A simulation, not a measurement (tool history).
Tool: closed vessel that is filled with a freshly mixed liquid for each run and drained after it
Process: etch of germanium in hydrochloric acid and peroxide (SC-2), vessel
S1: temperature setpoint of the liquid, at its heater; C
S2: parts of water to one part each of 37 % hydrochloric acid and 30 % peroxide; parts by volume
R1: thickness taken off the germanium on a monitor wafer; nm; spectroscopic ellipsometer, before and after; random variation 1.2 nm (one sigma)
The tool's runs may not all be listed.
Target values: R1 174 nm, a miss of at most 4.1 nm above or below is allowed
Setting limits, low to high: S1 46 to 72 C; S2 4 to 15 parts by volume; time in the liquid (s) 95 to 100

Run 1, hour 0: S1 62 C, S2 8.5 parts by volume, time in the liquid (s) 95. Result: R1 260.54 nm.
Run 2, hour 3.8: S1 59.5 C, S2 8.5 parts by volume, time in the liquid (s) 95. Result: R1 240.77 nm.
Run 3, hour 10.1: S1 59.5 C, S2 8.5 parts by volume, time in the liquid (s) 95. Result: R1 239.89 nm.
Run 4, hour 18.6: S1 58 C, S2 8.5 parts by volume, time in the liquid (s) 95. Result: R1 232.25 nm.
Run 5, hour 26.4: S1 56.5 C, S2 8.5 parts by volume, time in the liquid (s) 95. Result: R1 219.29 nm.
Run 6, hour 29: S1 55.5 C, S2 8.5 parts by volume, time in the liquid (s) 95. Result: R1 215.81 nm.
Run 7, hour 33.1: S1 54 C, S2 8.5 parts by volume, time in the liquid (s) 95. Result: R1 204.03 nm.
Run 8, hour 35.1: S1 53 C, S2 8.5 parts by volume, time in the liquid (s) 95. Result: R1 196.26 nm.

Next run, 4 choices. One meets every target within its allowed miss, the rest don't. Which?
Run A, hour 37.1: S1 49 C, S2 8 parts by volume, time in the liquid (s) 95. Result: R1 ?.
Run B, hour 37.1: S1 57.5 C, S2 10 parts by volume, time in the liquid (s) 95. Result: R1 ?.
Run C, hour 37.1: S1 58.5 C, S2 12 parts by volume, time in the liquid (s) 100. Result: R1 ?.
Run D, hour 37.1: S1 55.5 C, S2 6.5 parts by volume, time in the liquid (s) 100. Result: R1 ?.

move      R1
   A  175.94
   B   224.5
   C  238.24
   D  229.93
A: meets every target
B: the biggest miss grows against the last run
C: the biggest miss grows against the last run
D: the biggest miss grows against the last run
The move that meets every target is A.

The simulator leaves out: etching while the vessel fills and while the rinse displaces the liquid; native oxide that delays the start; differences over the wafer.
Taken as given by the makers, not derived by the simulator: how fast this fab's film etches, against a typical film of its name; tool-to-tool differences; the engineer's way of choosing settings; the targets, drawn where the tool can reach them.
